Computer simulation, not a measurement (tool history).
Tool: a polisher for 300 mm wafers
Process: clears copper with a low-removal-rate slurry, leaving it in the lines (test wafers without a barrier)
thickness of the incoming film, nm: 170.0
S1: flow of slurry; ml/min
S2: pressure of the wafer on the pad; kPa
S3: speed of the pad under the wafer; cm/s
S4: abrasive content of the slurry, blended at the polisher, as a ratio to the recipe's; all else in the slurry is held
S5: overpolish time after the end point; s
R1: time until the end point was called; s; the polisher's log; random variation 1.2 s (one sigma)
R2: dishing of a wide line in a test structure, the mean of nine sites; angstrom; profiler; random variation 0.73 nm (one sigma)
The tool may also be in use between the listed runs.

{"run": 1, "hour": 0.0, "S1": 155, "S2": 17.2, "S3": 90, "S4": 1.0, "S5": 14, "R1": 83.554, "R2": 208.5}
{"run": 2, "hour": 5.7, "S1": 155, "S2": 17.2, "S3": 90, "S4": 1.0, "S5": 16, "R1": 86.105, "R2": 232.3}
{"run": 3, "hour": 8.4, "S1": 180, "S2": 17.2, "S3": 90, "S4": 1.0, "S5": 16, "R1": 85.739, "R2": 241.04}
{"run": 4, "hour": 17.5, "S1": 180, "S2": 17.2, "S3": 90, "S4": 1.2, "S5": 16, "R1": 77.982, "R2": 260.0}
{"run": 5, "hour": 20.2, "S1": 180, "S2": 17.2, "S3": 112, "S4": 1.2, "S5": 16, "R1": 64.293, "R2": 318.0}
{"run": 6, "hour": 27.8, "S1": 180, "S2": 16.5, "S3": 112, "S4": 1.2, "S5": 17, "R1": 67.551, "R2": 323.04}
{"run": 7, "hour": 29.6, "S1": 180, "S2": 15.9, "S3": 112, "S4": 1.2, "S5": 18, "R1": 70.061, "R2": 305.46}

Forecast run 8:
{"run": 8, "hour": 37.1, "S1": 180, "S2": 15.9, "S3": 110, "S4": 1.2, "S5": 19, "R1": "?", "R2": "?"}

{"run 8": {"R1": 69.986, "R2": 321.17}}
